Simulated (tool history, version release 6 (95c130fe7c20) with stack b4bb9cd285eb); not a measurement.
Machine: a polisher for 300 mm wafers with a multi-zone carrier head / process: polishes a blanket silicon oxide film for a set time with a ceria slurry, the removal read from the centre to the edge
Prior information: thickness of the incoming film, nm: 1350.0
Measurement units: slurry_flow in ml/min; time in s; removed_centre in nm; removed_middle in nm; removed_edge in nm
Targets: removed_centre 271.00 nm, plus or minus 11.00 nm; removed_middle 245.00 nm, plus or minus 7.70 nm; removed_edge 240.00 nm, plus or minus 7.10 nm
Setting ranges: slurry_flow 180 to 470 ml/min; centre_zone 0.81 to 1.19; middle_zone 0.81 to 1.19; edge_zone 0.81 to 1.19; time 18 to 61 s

{"run": 1, "hour": 0.0, "slurry_flow": 300, "centre_zone": 1.0, "middle_zone": 1.0, "edge_zone": 1.0, "time": 39, "removed_centre": 166.49, "removed_middle": 167.51, "removed_edge": 166.23}
{"run": 2, "hour": 7.5, "slurry_flow": 300, "centre_zone": 0.96, "middle_zone": 1.0, "edge_zone": 1.0, "time": 39, "removed_centre": 159.57, "removed_middle": 168.82, "removed_edge": 163.47}
{"run": 3, "hour": 11.6, "slurry_flow": 300, "centre_zone": 0.96, "middle_zone": 1.0, "edge_zone": 1.0, "time": 48, "removed_centre": 195.74, "removed_middle": 208.19, "removed_edge": 203.73}
{"run": 4, "hour": 14.6, "slurry_flow": 355, "centre_zone": 0.96, "middle_zone": 1.0, "edge_zone": 1.0, "time": 48, "removed_centre": 201.54, "removed_middle": 209.74, "removed_edge": 203.41}
{"run": 5, "hour": 23.4, "slurry_flow": 355, "centre_zone": 0.96, "middle_zone": 1.0, "edge_zone": 1.0, "time": 57, "removed_centre": 236.4, "removed_middle": 246.95, "removed_edge": 243.93}
{"run": 6, "hour": 24.1, "slurry_flow": 355, "centre_zone": 1.0, "middle_zone": 1.0, "edge_zone": 1.0, "time": 57, "removed_centre": 248.62, "removed_middle": 254.96, "removed_edge": 247.5}
{"run": 7, "hour": 25.7, "slurry_flow": 355, "centre_zone": 1.0, "middle_zone": 1.0, "edge_zone": 1.0, "time": 57, "removed_centre": 244.58, "removed_middle": 245.21, "removed_edge": 247.41}
{"run": 8, "hour": 32.9, "slurry_flow": 365, "centre_zone": 1.02, "middle_zone": 1.0, "edge_zone": 0.98, "time": 57, "removed_centre": 252.53, "removed_middle": 248.23, "removed_edge": 245.79}
{"run": 9, "hour": 38.4, "slurry_flow": 370, "centre_zone": 1.03, "middle_zone": 1.0, "edge_zone": 0.97, "time": 57, "removed_centre": 258.07, "removed_middle": 250.27, "removed_edge": 240.8}
{"run": 10, "hour": 44.9, "slurry_flow": 370, "centre_zone": 1.03, "middle_zone": 1.0, "edge_zone": 0.97, "time": 57, "removed_centre": 256.95, "removed_middle": 249.87, "removed_edge": 240.18}
{"run": 11, "hour": 50.6, "slurry_flow": 370, "centre_zone": 1.04, "middle_zone": 1.0, "edge_zone": 0.97, "time": 57, "removed_centre": 258.44, "removed_middle": 252.8, "removed_edge": 241.53}

5 candidate next runs follow, results not yet known. Just one meets every target within its allowed miss. Identify it.
{"run": "A", "hour": 56.3, "slurry_flow": 470, "centre_zone": 0.99, "middle_zone": 1.05, "edge_zone": 0.87, "time": 55, "removed_centre": "?", "removed_middle": "?", "removed_edge": "?"}
{"run": "B", "hour": 56.3, "slurry_flow": 355, "centre_zone": 1.14, "middle_zone": 0.94, "edge_zone": 0.92, "time": 54, "removed_centre": "?", "removed_middle": "?", "removed_edge": "?"}
{"run": "C", "hour": 56.3, "slurry_flow": 365, "centre_zone": 1.07, "middle_zone": 1.06, "edge_zone": 1.04, "time": 58, "removed_centre": "?", "removed_middle": "?", "removed_edge": "?"}
{"run": "D", "hour": 56.3, "slurry_flow": 400, "centre_zone": 1.05, "middle_zone": 1.0, "edge_zone": 0.91, "time": 59, "removed_centre": "?", "removed_middle": "?", "removed_edge": "?"}
{"run": "E", "hour": 56.3, "slurry_flow": 415, "centre_zone": 1.09, "middle_zone": 0.97, "edge_zone": 0.98, "time": 56, "removed_centre": "?", "removed_middle": "?", "removed_edge": "?"}

move=A removed_centre=241.67 removed_middle=253.64 removed_edge=225.33
move=B removed_centre=268.02 removed_middle=223.65 removed_edge=224.19
move=C removed_centre=270.86 removed_middle=265.13 removed_edge=255.31
move=D removed_centre=272.04 removed_middle=258.92 removed_edge=245.03
move=E removed_centre=268.75 removed_middle=240.32 removed_edge=241.33
A: misses by more than the last run did
B: gets the furthest-off result to its target, but another result is out of tolerance
C: gets the furthest-off result to its target, but another result is out of tolerance
D: gets the furthest-off result to its target, but another result is out of tolerance
E: in spec on every target
The move that meets every target is E.
